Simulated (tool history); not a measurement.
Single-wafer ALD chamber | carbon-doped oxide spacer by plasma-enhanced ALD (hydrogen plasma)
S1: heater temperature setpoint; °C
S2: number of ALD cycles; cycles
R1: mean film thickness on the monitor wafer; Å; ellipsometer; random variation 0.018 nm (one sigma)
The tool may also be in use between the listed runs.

run 1 hour=0 | S1=380 S2=216 | R1=112.14
run 2 hour=8.9 | S1=380 S2=247 | R1=129.41
run 3 hour=10.7 | S1=380 S2=225 | R1=117.64
run 4 hour=16.8 | S1=380 S2=208 | R1=108.31
run 5 hour=17.8 | S1=380 S2=196 | R1=102.35
run 6 hour=26.4 | S1=380 S2=187 | R1=97.953
run 7 hour=34.6 | S1=380 S2=180 | R1=93.486
run 8 hour=38.1 | S1=380 S2=161 | R1=83.69

The next listed run, before its measurement:
run 9 hour=38.7 | S1=380 S2=162 | R1=?

Run 9 gave R1 84.611 Å.
